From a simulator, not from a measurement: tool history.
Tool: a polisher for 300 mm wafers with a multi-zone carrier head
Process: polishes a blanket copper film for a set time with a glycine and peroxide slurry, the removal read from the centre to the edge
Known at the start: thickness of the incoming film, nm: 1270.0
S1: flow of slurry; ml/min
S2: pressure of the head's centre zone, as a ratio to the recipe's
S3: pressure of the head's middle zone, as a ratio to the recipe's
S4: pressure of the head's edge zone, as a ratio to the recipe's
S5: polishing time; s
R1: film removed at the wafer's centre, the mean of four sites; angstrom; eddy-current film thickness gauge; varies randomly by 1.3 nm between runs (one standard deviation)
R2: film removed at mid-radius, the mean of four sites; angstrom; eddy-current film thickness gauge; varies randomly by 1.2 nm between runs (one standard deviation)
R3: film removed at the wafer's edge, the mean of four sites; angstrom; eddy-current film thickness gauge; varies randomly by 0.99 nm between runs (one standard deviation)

run	hour	S1	S2	S3	S4	S5	R1	R2	R3
1	0.0	120	1.00	1.00	1.00	37	1757.3	1806.0	1715.7
2	2.7	120	1.00	0.95	1.00	37	1736.5	1742.3	1754.4
3	7.9	110	1.01	0.96	0.97	37	1729.5	1698.1	1667.0
4	10.4	100	1.01	0.97	0.96	37	1670.9	1667.5	1637.3
5	11.1	95	1.02	0.98	0.94	37	1657.0	1648.2	1589.7
6	13.1	95	1.09	0.98	0.94	37	1727.5	1673.9	1597.3

Estimate the outcome of run 7 from the log above:
7	15.4	90	1.09	0.99	0.93	37	?	?	?

R1: 1705.2 angstrom
R2: 1642.0 angstrom
R3: 1550.3 angstrom

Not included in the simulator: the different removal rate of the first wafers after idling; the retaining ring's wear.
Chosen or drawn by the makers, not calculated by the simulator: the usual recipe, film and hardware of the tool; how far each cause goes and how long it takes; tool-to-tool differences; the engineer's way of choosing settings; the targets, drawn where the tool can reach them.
